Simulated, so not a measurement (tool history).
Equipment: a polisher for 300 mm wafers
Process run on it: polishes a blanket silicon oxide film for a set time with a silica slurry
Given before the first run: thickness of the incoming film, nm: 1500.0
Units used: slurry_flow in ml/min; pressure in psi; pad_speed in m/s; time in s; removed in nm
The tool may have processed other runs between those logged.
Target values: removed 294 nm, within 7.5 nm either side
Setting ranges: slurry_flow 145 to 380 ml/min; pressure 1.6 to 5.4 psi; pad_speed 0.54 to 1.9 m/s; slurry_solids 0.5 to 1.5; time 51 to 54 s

run,hour,slurry_flow,pressure,pad_speed,slurry_solids,time,removed
1,0,245,3.5,1.22,1,51,147.55
2,4.6,245,3.5,1.22,0.85,51,134.87
3,12.7,250,3.9,1.3,0.85,51,159.43
4,19.8,250,3.9,1.52,0.85,51,178.88
5,22.8,255,4.3,1.54,0.85,51,198.25
6,29,210,4.3,1.54,0.85,51,197.01
7,35.8,210,4.6,1.58,0.85,51,213.43
8,44.3,220,4.8,1.62,0.85,51,225.86
9,50.9,220,4.9,1.68,0.85,51,242.23

Which one of the following 4 next-run settings gets every result inside its allowed miss? There is exactly one.
A,57.5,265,5.4,1.66,0.9,51,?
B,57.5,205,5.3,1.74,0.95,51,?
C,57.5,225,4.3,1.74,0.9,53,?
D,57.5,155,5.4,1.56,1.1,54,?

move,removed
A,274.51
B,282.95
C,234.56
D,294.46
A: closes in on the targets versus the last run, not all within tolerance yet
B: closes in on the targets versus the last run, not all within tolerance yet
C: the biggest miss grows against the last run
D: all results land within tolerance of their targets
So the answer is move D, the one that meets all the targets.

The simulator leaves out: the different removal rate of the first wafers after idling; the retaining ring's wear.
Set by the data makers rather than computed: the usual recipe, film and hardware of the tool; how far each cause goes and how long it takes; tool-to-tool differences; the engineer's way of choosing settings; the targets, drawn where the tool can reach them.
